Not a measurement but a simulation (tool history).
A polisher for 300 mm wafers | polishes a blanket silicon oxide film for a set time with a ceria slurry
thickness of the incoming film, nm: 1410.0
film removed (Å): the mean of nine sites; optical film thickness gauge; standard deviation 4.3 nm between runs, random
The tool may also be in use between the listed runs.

| run | hour | flow of slurry (ml/min) | pressure of the wafer on the pad (kPa) | speed of the pad under the wafer (m/s) | polishing time (s) | film removed (Å) |
|---|---|---|---|---|---|---|
| 1 | 0.0 | 310 | 17.9 | 1.16 | 76 | 3473.6 |
| 2 | 2.4 | 310 | 18.6 | 1.16 | 76 | 3595.7 |
| 3 | 6.8 | 310 | 19.3 | 1.16 | 76 | 3841.0 |
| 4 | 11.0 | 310 | 15.2 | 1.16 | 76 | 2985.5 |
| 5 | 17.9 | 310 | 13.8 | 1.16 | 76 | 2714.5 |
| 6 | 25.2 | 310 | 13.8 | 1.16 | 80 | 2832.3 |
| 7 | 26.9 | 310 | 15.2 | 1.16 | 80 | 3201.4 |
| 8 | 28.6 | 310 | 15.9 | 1.16 | 80 | 3310.7 |
| 9 | 29.8 | 310 | 16.5 | 1.16 | 80 | 3407.8 |
| 10 | 32.1 | 310 | 17.2 | 1.16 | 80 | 3554.3 |
| 11 | 33.6 | 310 | 17.2 | 1.16 | 80 | 3571.0 |
| 12 | 42.2 | 310 | 17.2 | 1.16 | 80 | 3546.4 |

What does the tool deliver on the next run?
| 13 | 43.3 | 310 | 17.2 | 1.16 | 80 | ? |

{"run 13": {"film removed (Å)": 3558.4}}

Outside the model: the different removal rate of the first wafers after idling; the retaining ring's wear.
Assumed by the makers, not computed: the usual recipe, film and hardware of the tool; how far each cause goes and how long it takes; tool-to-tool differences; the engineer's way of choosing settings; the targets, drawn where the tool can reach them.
